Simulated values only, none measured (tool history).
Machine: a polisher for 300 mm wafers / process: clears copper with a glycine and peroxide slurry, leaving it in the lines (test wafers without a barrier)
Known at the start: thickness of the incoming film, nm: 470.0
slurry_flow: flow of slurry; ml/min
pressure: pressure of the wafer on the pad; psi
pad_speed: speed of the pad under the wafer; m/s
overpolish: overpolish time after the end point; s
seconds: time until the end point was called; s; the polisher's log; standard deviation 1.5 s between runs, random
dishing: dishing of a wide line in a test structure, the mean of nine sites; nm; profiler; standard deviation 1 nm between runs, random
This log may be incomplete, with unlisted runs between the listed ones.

Run 1, hour 0.0: slurry_flow 180 ml/min, pressure 1.7 psi, pad_speed 0.98 m/s, overpolish 21 s. Result: seconds 170.23 s, dishing 39.396 nm.
Run 2, hour 1.9: slurry_flow 215 ml/min, pressure 1.7 psi, pad_speed 0.98 m/s, overpolish 21 s. Result: seconds 167.57 s, dishing 42.871 nm.
Run 3, hour 9.3: slurry_flow 215 ml/min, pressure 1.7 psi, pad_speed 0.98 m/s, overpolish 13 s. Result: seconds 168.30 s, dishing 26.506 nm.
Run 4, hour 10.5: slurry_flow 215 ml/min, pressure 1.5 psi, pad_speed 0.98 m/s, overpolish 13 s. Result: seconds 183.20 s, dishing 24.599 nm.
Run 5, hour 16.5: slurry_flow 215 ml/min, pressure 1.5 psi, pad_speed 0.74 m/s, overpolish 13 s. Result: seconds 225.03 s, dishing 21.641 nm.
Run 6, hour 22.9: slurry_flow 215 ml/min, pressure 1.8 psi, pad_speed 0.74 m/s, overpolish 15 s. Result: seconds 196.59 s, dishing 26.911 nm.

Run 7, settings as shown, results not yet in. Your forecast:
Run 7, hour 27.6: slurry_flow 225 ml/min, pressure 2.3 psi, pad_speed 0.76 m/s, overpolish 22 s. Result: seconds ?, dishing ?.

seconds: 161.87 s
dishing: 43.767 nm
